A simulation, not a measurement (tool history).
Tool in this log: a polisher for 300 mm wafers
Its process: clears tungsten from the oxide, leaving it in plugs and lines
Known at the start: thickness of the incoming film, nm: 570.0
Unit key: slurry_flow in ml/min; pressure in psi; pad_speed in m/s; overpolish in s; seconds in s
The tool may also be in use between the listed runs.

Run 1, hour 0.0: slurry_flow 120 ml/min, pressure 3.1 psi, pad_speed 1.22 m/s, slurry_solids 1.0, overpolish 52 s. Result: seconds 137.86 s.
Run 2, hour 6.7: slurry_flow 120 ml/min, pressure 3.1 psi, pad_speed 1.22 m/s, slurry_solids 1.0, overpolish 55 s. Result: seconds 132.81 s.
Run 3, hour 11.8: slurry_flow 120 ml/min, pressure 3.3 psi, pad_speed 1.22 m/s, slurry_solids 1.0, overpolish 55 s. Result: seconds 126.43 s.
Run 4, hour 15.4: slurry_flow 120 ml/min, pressure 3.4 psi, pad_speed 1.22 m/s, slurry_solids 1.0, overpolish 55 s. Result: seconds 122.78 s.
Run 5, hour 20.6: slurry_flow 120 ml/min, pressure 3.5 psi, pad_speed 1.22 m/s, slurry_solids 1.0, overpolish 55 s. Result: seconds 119.25 s.
Run 6, hour 29.6: slurry_flow 120 ml/min, pressure 3.6 psi, pad_speed 1.22 m/s, slurry_solids 1.0, overpolish 55 s. Result: seconds 114.26 s.

Expected results for the next run?
Run 7, hour 34.3: slurry_flow 120 ml/min, pressure 3.7 psi, pad_speed 1.22 m/s, slurry_solids 1.0, overpolish 55 s. Result: seconds ?.

Run 7 gave seconds 110.54 s.
